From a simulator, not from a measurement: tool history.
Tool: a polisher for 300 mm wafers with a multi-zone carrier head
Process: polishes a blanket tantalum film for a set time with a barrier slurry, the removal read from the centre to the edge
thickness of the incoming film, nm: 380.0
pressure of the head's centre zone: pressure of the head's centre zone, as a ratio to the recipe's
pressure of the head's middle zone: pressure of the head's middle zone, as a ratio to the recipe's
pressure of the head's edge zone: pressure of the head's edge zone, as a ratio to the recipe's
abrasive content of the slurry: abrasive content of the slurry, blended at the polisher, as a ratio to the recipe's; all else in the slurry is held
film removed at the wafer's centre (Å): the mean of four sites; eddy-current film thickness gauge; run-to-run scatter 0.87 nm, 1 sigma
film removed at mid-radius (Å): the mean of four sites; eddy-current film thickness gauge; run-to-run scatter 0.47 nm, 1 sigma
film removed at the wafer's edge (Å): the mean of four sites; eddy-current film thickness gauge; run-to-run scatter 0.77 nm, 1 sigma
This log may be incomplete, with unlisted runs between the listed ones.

run,hour,flow of slurry (ml/min),pressure of the head's centre zone,pressure of the head's middle zone,pressure of the head's edge zone,abrasive content of the slurry,polishing time (s),film removed at the wafer's centre (Å),film removed at mid-radius (Å),film removed at the wafer's edge (Å)
1,0.0,125,1.00,1.00,1.00,1.00,73,965.30,970.18,966.85
2,8.9,120,1.02,0.98,0.95,0.85,66,839.72,831.33,812.52
3,12.6,120,1.02,0.91,0.95,0.85,66,813.01,781.80,830.64
4,18.5,115,1.05,0.91,0.92,0.75,61,758.96,684.11,715.26
5,25.8,115,1.05,0.86,0.92,0.75,61,751.34,660.05,724.12
6,29.7,115,1.13,0.86,0.92,0.75,61,836.81,659.36,717.08
7,32.2,110,1.11,0.88,0.89,0.65,60,750.26,629.57,661.38

Run 8 comes next. What will it give?
8,39.4,105,1.11,0.89,0.87,0.60,60,?,?,?

Run 8 produced film removed at the wafer's centre (Å) 736.60, film removed at mid-radius (Å) 614.61, film removed at the wafer's edge (Å) 642.31.

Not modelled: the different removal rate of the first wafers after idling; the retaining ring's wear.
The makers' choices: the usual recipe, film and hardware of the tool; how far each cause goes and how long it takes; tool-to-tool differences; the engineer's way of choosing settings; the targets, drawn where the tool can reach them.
